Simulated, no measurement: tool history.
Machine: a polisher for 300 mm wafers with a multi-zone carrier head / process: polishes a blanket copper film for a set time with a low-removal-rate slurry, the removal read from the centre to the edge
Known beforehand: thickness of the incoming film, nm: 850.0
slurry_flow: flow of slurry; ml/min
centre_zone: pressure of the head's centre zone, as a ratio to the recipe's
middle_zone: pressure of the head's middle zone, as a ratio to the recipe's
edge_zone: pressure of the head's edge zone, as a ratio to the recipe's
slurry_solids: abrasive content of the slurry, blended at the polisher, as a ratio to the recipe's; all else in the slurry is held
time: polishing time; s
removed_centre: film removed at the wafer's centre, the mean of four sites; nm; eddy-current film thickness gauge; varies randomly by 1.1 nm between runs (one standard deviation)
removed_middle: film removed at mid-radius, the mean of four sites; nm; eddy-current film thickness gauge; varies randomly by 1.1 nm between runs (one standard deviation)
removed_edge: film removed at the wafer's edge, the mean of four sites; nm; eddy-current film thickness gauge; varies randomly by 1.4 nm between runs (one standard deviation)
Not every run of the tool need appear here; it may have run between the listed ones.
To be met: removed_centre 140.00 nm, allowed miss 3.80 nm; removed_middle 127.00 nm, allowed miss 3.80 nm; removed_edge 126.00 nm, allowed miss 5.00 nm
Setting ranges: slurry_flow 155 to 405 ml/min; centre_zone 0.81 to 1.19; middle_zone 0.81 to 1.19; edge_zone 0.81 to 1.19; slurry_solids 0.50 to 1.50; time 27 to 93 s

run  hour  slurry_flow  centre_zone  middle_zone  edge_zone  slurry_solids  time  removed_centre  removed_middle  removed_edge
  1   0.0          260         1.00         1.00       1.00           1.00    59          105.92          107.68        107.15
  2   6.3          260         1.00         1.00       1.00           1.10    59          107.97          107.12        111.66
  3  14.6          275         1.04         1.03       1.01           1.15    59          113.12          114.36        110.32
  4  17.7          250         1.04         1.03       1.01           1.15    59          112.10          110.95        112.06
  5  22.1          265         1.07         1.04       1.03           1.25    59          119.96          115.26        111.89
  6  27.3          265         1.07         1.04       1.03           1.25    73          146.07          143.81        140.32
  7  36.3          260         1.08         1.02       1.01           1.20    73          146.61          140.90        139.86
  8  39.9          265         1.09         1.01       1.00           1.10    72          144.58          135.02        132.11

Which one of the following 4 next-run settings gets every result inside its allowed miss? There is exactly one.
  A  43.5          280         1.19         1.01       1.01           1.15    68               ?               ?             ?
  B  43.5          360         1.19         1.00       0.90           1.00    65               ?               ?             ?
  C  43.5          220         1.18         0.98       0.95           1.00    67               ?               ?             ?
  D  43.5          275         1.12         1.01       1.01           1.00    69               ?               ?             ?

move  removed_centre  removed_middle  removed_edge
   A          151.01          129.07        128.18
   B          144.71          122.36        115.38
   C          139.00          117.28        116.95
   D          140.35          127.59        126.72
A: brings the last run's worst result on target, with another outside its allowed miss
B: takes the result that was furthest off past its target
C: takes the result that was furthest off past its target
D: each result inside its tolerance
D meets every target.
